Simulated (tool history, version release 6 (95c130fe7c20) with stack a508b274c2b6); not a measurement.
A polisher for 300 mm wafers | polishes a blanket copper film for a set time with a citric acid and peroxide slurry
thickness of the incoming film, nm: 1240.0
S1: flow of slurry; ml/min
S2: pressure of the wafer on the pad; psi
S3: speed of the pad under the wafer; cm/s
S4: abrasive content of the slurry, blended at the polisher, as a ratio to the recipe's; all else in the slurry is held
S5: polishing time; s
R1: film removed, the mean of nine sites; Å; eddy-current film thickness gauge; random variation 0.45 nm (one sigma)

run  hour   S1   S2  S3  S4  S5      R1
  1     0  160  3.4  76   1  27  478.55
  2   4.5  175  3.4  76   1  27  482.83
  3  12.4  175  4.2  76   1  27  587.82
  4  19.8  175  3.9  76   1  27  551.48
  5  28.3  175  4.4  76   1  27  617.09
  6    31  175  4.1  76   1  27  576.59

The next listed run, before its measurement:
  7  38.3  175  3.8  76   1  27   ?

{"run 7": {"R1": 543.92}}
